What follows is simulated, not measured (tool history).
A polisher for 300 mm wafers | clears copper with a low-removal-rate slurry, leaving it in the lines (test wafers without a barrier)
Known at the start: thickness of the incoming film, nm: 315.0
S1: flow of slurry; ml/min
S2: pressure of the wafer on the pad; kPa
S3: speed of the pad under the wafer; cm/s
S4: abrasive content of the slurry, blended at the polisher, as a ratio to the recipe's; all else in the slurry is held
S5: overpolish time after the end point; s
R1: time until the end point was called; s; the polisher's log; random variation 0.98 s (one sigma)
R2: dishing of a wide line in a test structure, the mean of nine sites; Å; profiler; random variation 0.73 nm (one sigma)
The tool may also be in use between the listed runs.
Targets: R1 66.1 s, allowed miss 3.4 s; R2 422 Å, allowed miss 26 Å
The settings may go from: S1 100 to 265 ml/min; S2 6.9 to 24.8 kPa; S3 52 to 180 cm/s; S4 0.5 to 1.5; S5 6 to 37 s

run  hour   S1    S2   S3   S4  S5      R1      R2
  1     0  170  15.9  116    1  19  102.37  289.77
  2   6.6  170  15.9  116  0.9  19  104.22   297.9
  3   9.2  185  15.9  116  0.9  19  104.16  303.23
  4  10.8  150  15.9  116  0.9  19  102.17  288.19
  5  16.9  150  15.9  102  0.9  19  120.85  272.72
  6  25.1  150  15.9  102  0.9  13  118.46   201.3
  7  27.5  150  17.9  104  0.9  15  102.74  256.54
  8  35.2  150  19.3  106  0.9  15  95.773  268.62

Which of these 5 next moves meets every target?
  A  42.9  145  24.8  126     1  17   ?   ?
  B  42.9  175  22.1  130  0.95  23   ?   ?
  C  42.9  150  24.8  120   0.8  33   ?   ?
  D  42.9  145  24.1  138  0.85  20   ?   ?
  E  42.9  120  24.8  136  0.95  14   ?   ?

move      R1      R2
   A  60.844  384.93
   B  65.259  424.54
   C  66.014  482.15
   D  58.889  420.72
   E  58.469  354.62
A: takes the result that was furthest off past its target
B: meets every target
C: brings the result that was furthest off to its target, and leaves another outside
D: takes the result that was furthest off past its target
E: takes the result that was furthest off past its target
Move B is the one to make.

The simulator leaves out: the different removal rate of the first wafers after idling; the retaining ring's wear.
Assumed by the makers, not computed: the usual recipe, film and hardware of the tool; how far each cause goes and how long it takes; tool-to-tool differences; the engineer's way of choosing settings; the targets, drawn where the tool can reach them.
